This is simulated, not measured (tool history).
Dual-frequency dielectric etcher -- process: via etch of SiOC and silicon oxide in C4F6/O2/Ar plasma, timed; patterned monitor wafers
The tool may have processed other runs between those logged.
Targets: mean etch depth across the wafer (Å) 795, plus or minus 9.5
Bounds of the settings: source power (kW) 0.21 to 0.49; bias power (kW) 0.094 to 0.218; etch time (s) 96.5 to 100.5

| run | day | source power (kW) | bias power (kW) | etch time (s) | mean etch depth across the wafer (Å) |
|---|---|---|---|---|---|
| 1 | 0 | 0.35 | 0.156 | 96.5 | 884.13 |
| 2 | 0.267 | 0.38 | 0.156 | 96.5 | 914.66 |
| 3 | 0.329 | 0.38 | 0.145 | 96.5 | 903.79 |
| 4 | 0.438 | 0.38 | 0.145 | 100.5 | 937.59 |
| 5 | 0.812 | 0.38 | 0.145 | 100.5 | 940.27 |
| 6 | 1.192 | 0.38 | 0.163 | 100.5 | 963.07 |
| 7 | 1.242 | 0.34 | 0.158 | 100.5 | 910.6 |
| 8 | 1.483 | 0.32 | 0.157 | 100.5 | 875.54 |
| 9 | 1.775 | 0.31 | 0.157 | 100.5 | 863.76 |
| 10 | 1.996 | 0.3 | 0.157 | 100.5 | 847.32 |
| 11 | 2.25 | 0.29 | 0.157 | 100.5 | 828.65 |
| 12 | 2.504 | 0.28 | 0.157 | 100.5 | 817.84 |

Exercise: of the 4 proposed moves below, exactly one satisfies all targets within the stated allowed misses. Which move is it?
| A | 2.758 | 0.28 | 0.149 | 99 | ? |
| B | 2.758 | 0.27 | 0.175 | 100 | ? |
| C | 2.758 | 0.29 | 0.157 | 100.5 | ? |
| D | 2.758 | 0.27 | 0.164 | 100.5 | ? |

| move | mean etch depth across the wafer (Å) |
|---|---|
| A | 795.24 |
| B | 821.31 |
| C | 833.95 |
| D | 811.22 |
A: hits every target within its allowed miss
B: misses by more than the last run did
C: misses by more than the last run did
D: better than the last run, though not everything is in spec
Go with A: it meets all targets.

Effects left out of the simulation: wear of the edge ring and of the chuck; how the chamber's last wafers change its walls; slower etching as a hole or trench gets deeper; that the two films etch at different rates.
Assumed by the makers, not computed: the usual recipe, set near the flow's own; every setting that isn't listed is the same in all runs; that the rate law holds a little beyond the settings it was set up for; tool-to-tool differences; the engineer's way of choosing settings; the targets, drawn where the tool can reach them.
